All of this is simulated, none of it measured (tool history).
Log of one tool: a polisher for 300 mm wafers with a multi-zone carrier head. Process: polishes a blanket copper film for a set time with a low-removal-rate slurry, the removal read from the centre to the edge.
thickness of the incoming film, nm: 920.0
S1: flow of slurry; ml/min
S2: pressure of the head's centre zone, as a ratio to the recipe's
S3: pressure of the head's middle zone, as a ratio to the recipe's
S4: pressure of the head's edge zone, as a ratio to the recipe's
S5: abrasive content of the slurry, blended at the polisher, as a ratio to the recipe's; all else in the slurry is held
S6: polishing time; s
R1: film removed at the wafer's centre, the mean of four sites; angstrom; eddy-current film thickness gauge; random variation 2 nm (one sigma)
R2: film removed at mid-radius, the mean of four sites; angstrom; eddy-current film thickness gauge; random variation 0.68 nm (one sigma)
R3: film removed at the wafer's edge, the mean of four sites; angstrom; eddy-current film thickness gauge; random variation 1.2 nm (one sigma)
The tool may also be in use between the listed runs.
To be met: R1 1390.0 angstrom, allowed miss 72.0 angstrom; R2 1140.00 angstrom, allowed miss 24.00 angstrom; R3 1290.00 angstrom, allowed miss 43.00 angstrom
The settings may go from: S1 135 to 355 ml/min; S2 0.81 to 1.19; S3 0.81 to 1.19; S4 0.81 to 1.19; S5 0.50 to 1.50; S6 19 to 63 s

run  hour   S1    S2    S3    S4    S5  S6      R1       R2       R3
  1   0.0  225  1.00  1.00  1.00  1.00  41  1016.4  1010.60   960.65
  2   2.9  230  1.01  0.99  1.03  1.05  41  1032.8  1005.70   970.52
  3   8.7  230  1.01  0.99  1.03  0.95  41  1019.7   996.24   972.58
  4  17.2  285  1.01  0.99  1.03  0.95  41  1045.9  1008.80   980.93
  5  20.7  285  1.08  0.99  1.03  0.95  41  1107.2  1020.30  1009.10
  6  29.2  285  1.09  0.98  1.05  1.00  42  1200.9  1044.30  1049.30
  7  32.6  280  1.07  0.97  1.07  1.05  43  1215.8  1074.20  1076.90
  8  36.1  275  1.06  0.95  1.09  1.05  44  1225.8  1066.50  1103.70
  9  41.1  275  1.06  0.95  1.09  1.05  44  1208.1  1066.90  1108.00
 10  45.7  275  1.06  0.94  1.10  1.10  45  1233.7  1092.10  1154.50
 11  48.0  280  1.07  0.94  1.11  1.15  45  1261.9  1104.90  1168.70
 12  52.1  285  1.08  0.94  1.12  1.20  45  1235.9  1105.50  1197.30
 13  60.4  290  1.09  0.94  1.13  1.20  45  1303.2  1114.20  1201.40
 14  63.2  295  1.09  0.94  1.14  1.20  45  1305.1  1115.60  1202.10
 15  70.8  300  1.10  0.94  1.15  1.25  45  1310.4  1131.40  1206.50

4 next moves are on the table. One of them brings every result within its allowed miss. Which?
  A  78.4  300  1.02  0.85  1.15  1.40  50   ?   ?   ?
  B  78.4  305  1.08  0.87  1.13  0.95  51   ?   ?   ?
  C  78.4  330  1.18  0.89  1.15  1.15  48   ?   ?   ?
  D  78.4  295  1.14  0.95  1.11  1.25  45   ?   ?   ?

move      R1       R2       R3
   A  1386.9  1194.00  1369.80
   B  1391.1  1151.80  1284.60
   C  1497.6  1154.10  1272.30
   D  1362.9  1149.20  1180.90
A: takes the result that was furthest off past its target
B: meets every target
C: brings the result that was furthest off to its target, and leaves another outside
D: further off than the last run
Answer: B
